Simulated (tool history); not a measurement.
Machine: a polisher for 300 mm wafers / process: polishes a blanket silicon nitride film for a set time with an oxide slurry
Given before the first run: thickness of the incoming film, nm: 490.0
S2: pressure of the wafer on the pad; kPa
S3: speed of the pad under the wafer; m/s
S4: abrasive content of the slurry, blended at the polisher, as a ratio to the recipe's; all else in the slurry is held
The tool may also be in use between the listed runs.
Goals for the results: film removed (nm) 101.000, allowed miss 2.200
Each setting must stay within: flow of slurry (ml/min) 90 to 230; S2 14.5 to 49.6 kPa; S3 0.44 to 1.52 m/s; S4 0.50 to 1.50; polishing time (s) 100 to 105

Run 1, hour 0.0: flow of slurry (ml/min) 150, S2 31.7 kPa, S3 0.98 m/s, S4 1.00, polishing time (s) 100. Result: film removed (nm) 82.064.
Run 2, hour 4.7: flow of slurry (ml/min) 155, S2 32.4 kPa, S3 0.98 m/s, S4 1.00, polishing time (s) 100. Result: film removed (nm) 84.416.
Run 3, hour 9.5: flow of slurry (ml/min) 130, S2 32.4 kPa, S3 0.98 m/s, S4 1.00, polishing time (s) 100. Result: film removed (nm) 81.865.
Run 4, hour 17.4: flow of slurry (ml/min) 130, S2 32.4 kPa, S3 1.20 m/s, S4 1.00, polishing time (s) 100. Result: film removed (nm) 92.870.
Run 5, hour 22.4: flow of slurry (ml/min) 105, S2 32.4 kPa, S3 1.20 m/s, S4 1.00, polishing time (s) 100. Result: film removed (nm) 87.364.
Run 6, hour 27.6: flow of slurry (ml/min) 110, S2 32.4 kPa, S3 1.20 m/s, S4 1.00, polishing time (s) 100. Result: film removed (nm) 89.371.
Run 7, hour 34.6: flow of slurry (ml/min) 110, S2 32.4 kPa, S3 1.20 m/s, S4 1.00, polishing time (s) 100. Result: film removed (nm) 88.571.
Run 8, hour 41.6: flow of slurry (ml/min) 115, S2 32.4 kPa, S3 1.20 m/s, S4 1.00, polishing time (s) 100. Result: film removed (nm) 89.062.
Run 9, hour 49.9: flow of slurry (ml/min) 120, S2 32.4 kPa, S3 1.20 m/s, S4 1.00, polishing time (s) 100. Result: film removed (nm) 90.506.

Pick the move, out of 5, that brings all results within their allowed miss; only one does.
Run A, hour 58.2: flow of slurry (ml/min) 135, S2 33.8 kPa, S3 1.26 m/s, S4 1.00, polishing time (s) 101. Result: film removed (nm) ?.
Run B, hour 58.2: flow of slurry (ml/min) 140, S2 31.7 kPa, S3 1.12 m/s, S4 1.10, polishing time (s) 104. Result: film removed (nm) ?.
Run C, hour 58.2: flow of slurry (ml/min) 120, S2 31.0 kPa, S3 1.32 m/s, S4 1.05, polishing time (s) 101. Result: film removed (nm) ?.
Run D, hour 58.2: flow of slurry (ml/min) 135, S2 34.5 kPa, S3 1.02 m/s, S4 1.10, polishing time (s) 104. Result: film removed (nm) ?.
Run E, hour 58.2: flow of slurry (ml/min) 115, S2 33.1 kPa, S3 1.16 m/s, S4 1.10, polishing time (s) 101. Result: film removed (nm) ?.

move  film removed (nm)
   A             99.816
   B             94.635
   C             94.247
   D             96.606
   E             93.897
A: in spec on every target
B: closes in on the targets versus the last run, not all within tolerance yet
C: closes in on the targets versus the last run, not all within tolerance yet
D: closes in on the targets versus the last run, not all within tolerance yet
E: closes in on the targets versus the last run, not all within tolerance yet
The move that meets every target is A.
